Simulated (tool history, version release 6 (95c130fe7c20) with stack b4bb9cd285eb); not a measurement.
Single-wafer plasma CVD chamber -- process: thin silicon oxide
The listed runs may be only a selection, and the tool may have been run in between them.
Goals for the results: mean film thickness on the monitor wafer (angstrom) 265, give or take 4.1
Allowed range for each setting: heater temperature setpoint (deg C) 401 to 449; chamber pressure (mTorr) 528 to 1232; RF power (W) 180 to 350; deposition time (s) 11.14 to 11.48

run,hour,heater temperature setpoint (deg C),chamber pressure (mTorr),RF power (W),deposition time (s),mean film thickness on the monitor wafer (angstrom)
1,0,425,880,265,11.14,217.26
2,0.9,425,880,225,11.14,196.96
3,8.2,435,880,225,11.14,195.67
4,9,428,880,225,11.14,196.28
5,14.3,428,880,250,11.14,208.91
6,20.3,436,880,250,11.14,208.64
7,21.1,436,939,250,11.14,221.46
8,26.2,436,982,250,11.14,230.88
9,29.5,436,1015,250,11.14,236.97
10,35.5,436,1044,250,11.14,241.38
11,39.1,436,1070,250,11.14,245.72
12,41.4,436,1092,250,11.14,249.78

4 next moves are on the table. One of them brings every result within its allowed miss. Which?
A,43.7,445,995,275,11.14,?
B,43.7,437,1127,250,11.48,?
C,43.7,442,1232,255,11.48,?
D,43.7,428,1129,200,11.48,?

move,mean film thickness on the monitor wafer (angstrom)
A,244.95
B,263.96
C,279.18
D,230.62
A: lands further from the targets than the last run did
B: in spec on every target
C: moves the result that the last run missed by most past its target, out the other side
D: lands further from the targets than the last run did
Correct choice: B, which meets every target

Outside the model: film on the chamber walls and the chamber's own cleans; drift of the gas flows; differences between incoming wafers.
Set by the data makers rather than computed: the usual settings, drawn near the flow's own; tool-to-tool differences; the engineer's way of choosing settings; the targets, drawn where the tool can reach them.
